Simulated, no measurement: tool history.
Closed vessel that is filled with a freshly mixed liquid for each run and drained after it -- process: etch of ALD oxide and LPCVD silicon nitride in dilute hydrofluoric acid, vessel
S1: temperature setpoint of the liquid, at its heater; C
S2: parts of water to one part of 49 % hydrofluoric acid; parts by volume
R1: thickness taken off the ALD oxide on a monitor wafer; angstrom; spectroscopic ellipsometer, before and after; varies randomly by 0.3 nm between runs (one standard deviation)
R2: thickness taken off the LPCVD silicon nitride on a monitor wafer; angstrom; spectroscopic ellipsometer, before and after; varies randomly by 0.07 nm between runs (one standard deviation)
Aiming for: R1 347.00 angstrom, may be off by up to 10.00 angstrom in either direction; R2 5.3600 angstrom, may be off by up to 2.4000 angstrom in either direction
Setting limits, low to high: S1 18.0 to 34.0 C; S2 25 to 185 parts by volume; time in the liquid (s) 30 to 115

run 1 hour=0.0 | S1=26.0 S2=105 time_in_the_liquid_(s)=60 | R1=151.87 R2=2.8030
run 2 hour=7.9 | S1=27.5 S2=105 time_in_the_liquid_(s)=60 | R1=160.19 R2=3.5583
run 3 hour=10.8 | S1=27.5 S2=95 time_in_the_liquid_(s)=60 | R1=180.58 R2=3.6950
run 4 hour=16.8 | S1=28.0 S2=90 time_in_the_liquid_(s)=60 | R1=195.86 R2=5.0479
run 5 hour=24.1 | S1=28.0 S2=65 time_in_the_liquid_(s)=60 | R1=283.49 R2=5.4735
run 6 hour=26.7 | S1=31.0 S2=65 time_in_the_liquid_(s)=60 | R1=317.57 R2=5.7852
run 7 hour=31.8 | S1=31.5 S2=65 time_in_the_liquid_(s)=60 | R1=320.29 R2=6.2930
run 8 hour=39.8 | S1=32.5 S2=65 time_in_the_liquid_(s)=60 | R1=333.95 R2=8.5154
run 9 hour=43.7 | S1=32.0 S2=65 time_in_the_liquid_(s)=60 | R1=330.68 R2=8.2352

Exercise: of the 5 proposed moves below, exactly one satisfies all targets within the stated allowed misses. Which move is it?
run A hour=47.6 | S1=28.5 S2=50 time_in_the_liquid_(s)=55 | R1=? R2=?
run B hour=47.6 | S1=31.5 S2=60 time_in_the_liquid_(s)=55 | R1=? R2=?
run C hour=47.6 | S1=20.0 S2=25 time_in_the_liquid_(s)=35 | R1=? R2=?
run D hour=47.6 | S1=29.0 S2=55 time_in_the_liquid_(s)=55 | R1=? R2=?
run E hour=47.6 | S1=27.5 S2=50 time_in_the_liquid_(s)=50 | R1=? R2=?

move=A R1=349.29 R2=5.5024
move=B R1=322.30 R2=5.5695
move=C R1=323.14 R2=3.8591
move=D R1=321.48 R2=5.1733
move=E R1=305.13 R2=4.6852
A: meets every target
B: moves away from the targets compared with the last run
C: moves away from the targets compared with the last run
D: moves away from the targets compared with the last run
E: moves away from the targets compared with the last run
A is the move that brings every result within its allowed miss.
